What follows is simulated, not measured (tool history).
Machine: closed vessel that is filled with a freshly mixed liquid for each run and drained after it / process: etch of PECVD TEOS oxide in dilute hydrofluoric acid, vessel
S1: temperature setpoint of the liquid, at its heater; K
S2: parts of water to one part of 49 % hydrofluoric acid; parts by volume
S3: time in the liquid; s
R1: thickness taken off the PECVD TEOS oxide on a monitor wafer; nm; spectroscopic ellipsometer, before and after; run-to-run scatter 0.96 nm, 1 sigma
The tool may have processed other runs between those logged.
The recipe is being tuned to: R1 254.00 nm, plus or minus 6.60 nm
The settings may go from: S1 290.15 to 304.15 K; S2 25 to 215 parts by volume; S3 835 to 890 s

{"run": 1, "hour": 0.0, "S1": 296.15, "S2": 120, "S3": 835, "R1": 108.4}
{"run": 2, "hour": 4.7, "S1": 297.65, "S2": 110, "S3": 835, "R1": 127.41}
{"run": 3, "hour": 6.5, "S1": 297.65, "S2": 80, "S3": 835, "R1": 181.5}
{"run": 4, "hour": 14.4, "S1": 297.65, "S2": 50, "S3": 835, "R1": 300.34}
{"run": 5, "hour": 17.1, "S1": 296.65, "S2": 50, "S3": 835, "R1": 289.01}
{"run": 6, "hour": 20.8, "S1": 295.65, "S2": 50, "S3": 835, "R1": 278.15}
{"run": 7, "hour": 21.8, "S1": 295.15, "S2": 50, "S3": 835, "R1": 271.75}
{"run": 8, "hour": 25.1, "S1": 294.65, "S2": 50, "S3": 835, "R1": 265.59}

Below are 5 possible settings for the next run. Only one of them brings all results inside the allowed miss of their targets. Which is it?
{"run": "A", "hour": 28.4, "S1": 294.65, "S2": 50, "S3": 840, "R1": "?"}
{"run": "B", "hour": 28.4, "S1": 294.65, "S2": 50, "S3": 890, "R1": "?"}
{"run": "C", "hour": 28.4, "S1": 294.65, "S2": 50, "S3": 870, "R1": "?"}
{"run": "D", "hour": 28.4, "S1": 297.15, "S2": 60, "S3": 865, "R1": "?"}
{"run": "E", "hour": 28.4, "S1": 294.15, "S2": 50, "S3": 855, "R1": "?"}

move=A R1=265.44
move=B R1=281.24
move=C R1=274.92
move=D R1=249.66
move=E R1=264.55
A: as far off as the last run
B: its largest miss is bigger than the last run's
C: its largest miss is bigger than the last run's
D: every result within its allowed miss
E: closes in on the targets versus the last run, not all within tolerance yet
The move that meets every target is D.
